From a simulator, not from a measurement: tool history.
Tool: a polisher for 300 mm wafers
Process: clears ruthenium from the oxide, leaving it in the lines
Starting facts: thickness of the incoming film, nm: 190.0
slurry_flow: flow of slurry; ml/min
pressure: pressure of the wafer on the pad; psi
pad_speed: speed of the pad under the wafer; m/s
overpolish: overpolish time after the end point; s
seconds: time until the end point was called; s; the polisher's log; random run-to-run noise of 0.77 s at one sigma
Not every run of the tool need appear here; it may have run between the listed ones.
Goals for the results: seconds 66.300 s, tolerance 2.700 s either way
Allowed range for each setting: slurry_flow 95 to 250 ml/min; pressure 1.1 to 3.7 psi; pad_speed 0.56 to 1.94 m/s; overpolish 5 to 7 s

Run 1, hour 0.0: slurry_flow 160 ml/min, pressure 2.4 psi, pad_speed 1.24 m/s, overpolish 7 s. Result: seconds 104.130 s.
Run 2, hour 4.2: slurry_flow 160 ml/min, pressure 2.0 psi, pad_speed 1.24 m/s, overpolish 7 s. Result: seconds 125.610 s.
Run 3, hour 9.8: slurry_flow 165 ml/min, pressure 2.4 psi, pad_speed 1.26 m/s, overpolish 7 s. Result: seconds 100.180 s.
Run 4, hour 11.7: slurry_flow 175 ml/min, pressure 2.6 psi, pad_speed 1.26 m/s, overpolish 7 s. Result: seconds 94.829 s.
Run 5, hour 12.9: slurry_flow 175 ml/min, pressure 2.8 psi, pad_speed 1.26 m/s, overpolish 7 s. Result: seconds 88.164 s.
Run 6, hour 14.5: slurry_flow 175 ml/min, pressure 3.0 psi, pad_speed 1.26 m/s, overpolish 7 s. Result: seconds 81.332 s.
Run 7, hour 22.6: slurry_flow 175 ml/min, pressure 3.2 psi, pad_speed 1.26 m/s, overpolish 7 s. Result: seconds 76.044 s.
Run 8, hour 26.9: slurry_flow 175 ml/min, pressure 3.3 psi, pad_speed 1.26 m/s, overpolish 7 s. Result: seconds 74.382 s.
Run 9, hour 28.4: slurry_flow 180 ml/min, pressure 3.4 psi, pad_speed 1.26 m/s, overpolish 7 s. Result: seconds 72.542 s.
Run 10, hour 31.9: slurry_flow 180 ml/min, pressure 3.5 psi, pad_speed 1.26 m/s, overpolish 7 s. Result: seconds 70.003 s.

Next run, 4 choices. One meets every target within its allowed miss, the rest don't. Which?
Run A, hour 35.4: slurry_flow 175 ml/min, pressure 3.6 psi, pad_speed 1.18 m/s, overpolish 7 s. Result: seconds ?.
Run B, hour 35.4: slurry_flow 220 ml/min, pressure 3.6 psi, pad_speed 1.12 m/s, overpolish 7 s. Result: seconds ?.
Run C, hour 35.4: slurry_flow 175 ml/min, pressure 3.5 psi, pad_speed 1.34 m/s, overpolish 5 s. Result: seconds ?.
Run D, hour 35.4: slurry_flow 195 ml/min, pressure 3.7 psi, pad_speed 1.38 m/s, overpolish 7 s. Result: seconds ?.

move  seconds
   A   72.243
   B   73.715
   C   65.865
   D   59.841
A: further off than the last run
B: further off than the last run
C: hits every target within its allowed miss
D: moves the result that the last run missed by most past its target, out the other side
Correct choice: C, which meets every target

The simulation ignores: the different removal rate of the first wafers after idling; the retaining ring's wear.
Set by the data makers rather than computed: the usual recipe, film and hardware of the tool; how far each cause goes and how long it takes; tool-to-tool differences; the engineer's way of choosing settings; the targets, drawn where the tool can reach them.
